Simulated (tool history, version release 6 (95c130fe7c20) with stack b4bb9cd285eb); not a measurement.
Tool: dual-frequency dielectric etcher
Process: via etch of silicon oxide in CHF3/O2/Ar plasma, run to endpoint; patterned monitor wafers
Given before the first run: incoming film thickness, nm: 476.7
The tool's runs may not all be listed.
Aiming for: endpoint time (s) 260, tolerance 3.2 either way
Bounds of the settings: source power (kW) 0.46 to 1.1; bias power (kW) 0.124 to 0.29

{"run": 1, "hour": 0.0, "source power (kW)": 0.78, "bias power (kW)": 0.207, "endpoint time (s)": 217.01}
{"run": 2, "hour": 2.6, "source power (kW)": 0.87, "bias power (kW)": 0.207, "endpoint time (s)": 209.9}
{"run": 3, "hour": 5.4, "source power (kW)": 0.74, "bias power (kW)": 0.194, "endpoint time (s)": 227.11}
{"run": 4, "hour": 10.7, "source power (kW)": 0.74, "bias power (kW)": 0.172, "endpoint time (s)": 237}
{"run": 5, "hour": 16.0, "source power (kW)": 0.67, "bias power (kW)": 0.171, "endpoint time (s)": 245.08}
{"run": 6, "hour": 22.7, "source power (kW)": 0.67, "bias power (kW)": 0.2, "endpoint time (s)": 230.54}
{"run": 7, "hour": 30.5, "source power (kW)": 0.6, "bias power (kW)": 0.193, "endpoint time (s)": 243.67}
{"run": 8, "hour": 31.8, "source power (kW)": 0.56, "bias power (kW)": 0.192, "endpoint time (s)": 250.88}
{"run": 9, "hour": 34.4, "source power (kW)": 0.54, "bias power (kW)": 0.192, "endpoint time (s)": 251.59}
{"run": 10, "hour": 39.7, "source power (kW)": 0.52, "bias power (kW)": 0.192, "endpoint time (s)": 255.64}
{"run": 11, "hour": 43.3, "source power (kW)": 0.51, "bias power (kW)": 0.192, "endpoint time (s)": 255.29}
{"run": 12, "hour": 51.5, "source power (kW)": 0.47, "bias power (kW)": 0.191, "endpoint time (s)": 264.3}

Exercise: of the 5 proposed moves below, exactly one satisfies all targets within the stated allowed misses. Which move is it?
{"run": "A", "hour": 59.7, "source power (kW)": 0.49, "bias power (kW)": 0.175, "endpoint time (s)": "?"}
{"run": "B", "hour": 59.7, "source power (kW)": 0.46, "bias power (kW)": 0.203, "endpoint time (s)": "?"}
{"run": "C", "hour": 59.7, "source power (kW)": 0.53, "bias power (kW)": 0.196, "endpoint time (s)": "?"}
{"run": "D", "hour": 59.7, "source power (kW)": 0.48, "bias power (kW)": 0.18, "endpoint time (s)": "?"}
{"run": "E", "hour": 59.7, "source power (kW)": 0.47, "bias power (kW)": 0.176, "endpoint time (s)": "?"}

move=A endpoint_time_(s)=266.9
move=B endpoint_time_(s)=256.99
move=C endpoint_time_(s)=249.46
move=D endpoint_time_(s)=265.72
move=E endpoint_time_(s)=269.74
A: lands further from the targets than the last run did
B: hits every target within its allowed miss
C: pushes the last run's worst result past its target
D: lands further from the targets than the last run did
E: lands further from the targets than the last run did
Answer: B
